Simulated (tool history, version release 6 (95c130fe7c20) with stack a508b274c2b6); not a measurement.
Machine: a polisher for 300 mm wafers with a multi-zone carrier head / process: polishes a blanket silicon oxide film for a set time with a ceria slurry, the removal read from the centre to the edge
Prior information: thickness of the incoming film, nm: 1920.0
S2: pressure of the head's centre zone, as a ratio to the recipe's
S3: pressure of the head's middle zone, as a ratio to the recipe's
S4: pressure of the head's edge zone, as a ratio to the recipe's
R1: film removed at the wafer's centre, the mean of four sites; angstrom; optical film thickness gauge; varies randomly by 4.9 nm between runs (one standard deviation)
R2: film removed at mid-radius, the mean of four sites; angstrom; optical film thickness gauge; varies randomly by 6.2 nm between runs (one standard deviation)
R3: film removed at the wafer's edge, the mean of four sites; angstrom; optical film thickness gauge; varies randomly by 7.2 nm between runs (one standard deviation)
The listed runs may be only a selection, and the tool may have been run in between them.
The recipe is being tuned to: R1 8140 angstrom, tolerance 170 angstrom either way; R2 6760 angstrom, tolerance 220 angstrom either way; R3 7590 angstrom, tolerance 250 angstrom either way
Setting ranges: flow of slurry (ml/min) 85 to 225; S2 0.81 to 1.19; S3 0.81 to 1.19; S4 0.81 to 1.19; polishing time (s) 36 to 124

Run 1, hour 0: flow of slurry (ml/min) 145, S2 1, S3 1, S4 1, polishing time (s) 79. Result: R1 6255.7 angstrom, R2 5963.9 angstrom, R3 5969.6 angstrom.
Run 2, hour 0.9: flow of slurry (ml/min) 160, S2 1.02, S3 0.99, S4 1.05, polishing time (s) 81. Result: R1 6711.4 angstrom, R2 6099.3 angstrom, R3 6333.6 angstrom.
Run 3, hour 8.6: flow of slurry (ml/min) 160, S2 1.02, S3 0.99, S4 1.11, polishing time (s) 81. Result: R1 6725 angstrom, R2 6167.8 angstrom, R3 6488.3 angstrom.
Run 4, hour 13: flow of slurry (ml/min) 170, S2 1.03, S3 0.98, S4 1.13, polishing time (s) 83. Result: R1 7053.2 angstrom, R2 6368.6 angstrom, R3 6779 angstrom.
Run 5, hour 15.7: flow of slurry (ml/min) 170, S2 1.03, S3 0.9, S4 1.13, polishing time (s) 83. Result: R1 6941.6 angstrom, R2 6033.9 angstrom, R3 6799 angstrom.
Run 6, hour 18.9: flow of slurry (ml/min) 170, S2 1.03, S3 0.97, S4 1.13, polishing time (s) 83. Result: R1 6919.2 angstrom, R2 6165.2 angstrom, R3 6826.3 angstrom.
Run 7, hour 27.6: flow of slurry (ml/min) 170, S2 1.03, S3 0.97, S4 1.13, polishing time (s) 83. Result: R1 7069 angstrom, R2 6256.4 angstrom, R3 6693.5 angstrom.
Run 8, hour 28.1: flow of slurry (ml/min) 175, S2 1.04, S3 0.96, S4 1.14, polishing time (s) 85. Result: R1 7283.6 angstrom, R2 6441.6 angstrom, R3 6905.9 angstrom.
Run 9, hour 36.2: flow of slurry (ml/min) 180, S2 1.05, S3 0.94, S4 1.15, polishing time (s) 87. Result: R1 7536.8 angstrom, R2 6569.7 angstrom, R3 7331.6 angstrom.
Run 10, hour 44.5: flow of slurry (ml/min) 190, S2 1.06, S3 0.94, S4 1.15, polishing time (s) 87. Result: R1 7730.4 angstrom, R2 6501.3 angstrom, R3 7317.2 angstrom.

Which of these 4 next moves meets every target?
Run A, hour 52.8: flow of slurry (ml/min) 175, S2 1.12, S3 0.99, S4 1.07, polishing time (s) 88. Result: R1 ?, R2 ?, R3 ?.
Run B, hour 52.8: flow of slurry (ml/min) 200, S2 1.08, S3 0.93, S4 1.15, polishing time (s) 89. Result: R1 ?, R2 ?, R3 ?.
Run C, hour 52.8: flow of slurry (ml/min) 225, S2 1.09, S3 0.81, S4 1.19, polishing time (s) 88. Result: R1 ?, R2 ?, R3 ?.
Run D, hour 52.8: flow of slurry (ml/min) 180, S2 1.17, S3 0.92, S4 1.16, polishing time (s) 84. Result: R1 ?, R2 ?, R3 ?.

move      R1      R2      R3
   A  8098.1  6876.1  7055.9
   B  8080.6  6858.4  7517.3
   C  8207.1  6402.6  7664.7
   D  8117.1  6328.1  7042.2
A: brings the last run's worst result on target, with another outside its allowed miss
B: meets every target
C: brings the last run's worst result on target, with another outside its allowed miss
D: brings the last run's worst result on target, with another outside its allowed miss
So the answer is move B, the one that meets all the targets.
